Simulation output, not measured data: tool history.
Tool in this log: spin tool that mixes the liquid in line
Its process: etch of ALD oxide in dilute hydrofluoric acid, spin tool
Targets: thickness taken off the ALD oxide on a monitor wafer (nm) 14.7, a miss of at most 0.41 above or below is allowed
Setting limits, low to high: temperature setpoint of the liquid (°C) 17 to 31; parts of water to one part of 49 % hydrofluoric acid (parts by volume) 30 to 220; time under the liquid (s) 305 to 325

run	hour	temperature setpoint of the liquid (°C)	parts of water to one part of 49 % hydrofluoric acid (parts by volume)	time under the liquid (s)	thickness taken off the ALD oxide on a monitor wafer (nm)
1	0	23	125	305	19.592
2	5.3	25.5	125	305	21.819
3	13.2	26.5	125	305	22.584
4	20.7	26.5	125	325	23.811
5	28.8	24.5	125	325	22.412
6	35	22.5	130	325	19.377
7	36.5	21	130	325	18.556
8	41.6	20	130	325	17.842
9	49.8	19	130	325	17.282
10	57.4	18.5	135	325	16

Which of these 5 next moves meets every target?
A	65	17.5	120	325	?
B	65	17	130	305	?
C	65	20	135	325	?
D	65	19	120	305	?
E	65	22	130	320	?

move	thickness taken off the ALD oxide on a monitor wafer (nm)
A	17.693
B	14.851
C	17.107
D	17.654
E	19.04
A: its largest miss is bigger than the last run's
B: in spec on every target
C: its largest miss is bigger than the last run's
D: its largest miss is bigger than the last run's
E: its largest miss is bigger than the last run's
The right move is B.

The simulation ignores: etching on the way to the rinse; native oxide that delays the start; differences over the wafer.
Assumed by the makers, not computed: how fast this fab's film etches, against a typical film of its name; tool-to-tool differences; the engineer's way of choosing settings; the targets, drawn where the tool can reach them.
